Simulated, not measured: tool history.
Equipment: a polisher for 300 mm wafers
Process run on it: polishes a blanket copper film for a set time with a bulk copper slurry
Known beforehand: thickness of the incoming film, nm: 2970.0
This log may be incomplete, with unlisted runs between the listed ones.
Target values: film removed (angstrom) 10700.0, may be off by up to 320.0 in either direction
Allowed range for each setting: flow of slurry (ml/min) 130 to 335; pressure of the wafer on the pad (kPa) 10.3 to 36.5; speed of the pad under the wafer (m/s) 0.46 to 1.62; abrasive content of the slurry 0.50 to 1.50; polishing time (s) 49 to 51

| run | hour | flow of slurry (ml/min) | pressure of the wafer on the pad (kPa) | speed of the pad under the wafer (m/s) | abrasive content of the slurry | polishing time (s) | film removed (angstrom) |
|---|---|---|---|---|---|---|---|
| 1 | 0.0 | 215 | 23.4 | 1.04 | 1.00 | 49 | 5656.1 |
| 2 | 3.9 | 215 | 23.4 | 1.04 | 0.80 | 49 | 5320.5 |
| 3 | 9.1 | 220 | 26.2 | 1.06 | 0.80 | 49 | 5998.4 |
| 4 | 14.8 | 220 | 26.2 | 1.06 | 0.80 | 49 | 6055.1 |
| 5 | 18.9 | 200 | 26.2 | 1.06 | 0.80 | 49 | 5971.8 |
| 6 | 27.6 | 200 | 22.1 | 1.06 | 0.80 | 49 | 5025.1 |
| 7 | 34.3 | 220 | 29.0 | 1.22 | 0.80 | 49 | 7573.9 |
| 8 | 40.3 | 220 | 35.9 | 1.30 | 0.80 | 49 | 9955.8 |
| 9 | 48.8 | 220 | 35.9 | 1.30 | 0.80 | 49 | 9971.8 |
| 10 | 54.9 | 225 | 35.9 | 1.30 | 0.80 | 49 | 9898.4 |

Exactly one of the 5 candidate moves below puts every result within its allowed miss. Which one?
| A | 61.0 | 235 | 32.4 | 1.24 | 0.75 | 50 | ? |
| B | 61.0 | 210 | 33.8 | 1.54 | 0.80 | 51 | ? |
| C | 61.0 | 240 | 33.8 | 1.34 | 0.60 | 50 | ? |
| D | 61.0 | 215 | 36.5 | 1.42 | 0.80 | 51 | ? |
| E | 61.0 | 255 | 36.5 | 1.38 | 0.65 | 51 | ? |

| move | film removed (angstrom) |
|---|---|
| A | 8645.1 |
| B | 11447.0 |
| C | 8921.6 |
| D | 11455.0 |
| E | 10527.0 |
A: the biggest miss grows against the last run
B: the result that was furthest off in the last run now lies on the other side of its target
C: the biggest miss grows against the last run
D: the result that was furthest off in the last run now lies on the other side of its target
E: meets every target
Go with E: it meets all targets.

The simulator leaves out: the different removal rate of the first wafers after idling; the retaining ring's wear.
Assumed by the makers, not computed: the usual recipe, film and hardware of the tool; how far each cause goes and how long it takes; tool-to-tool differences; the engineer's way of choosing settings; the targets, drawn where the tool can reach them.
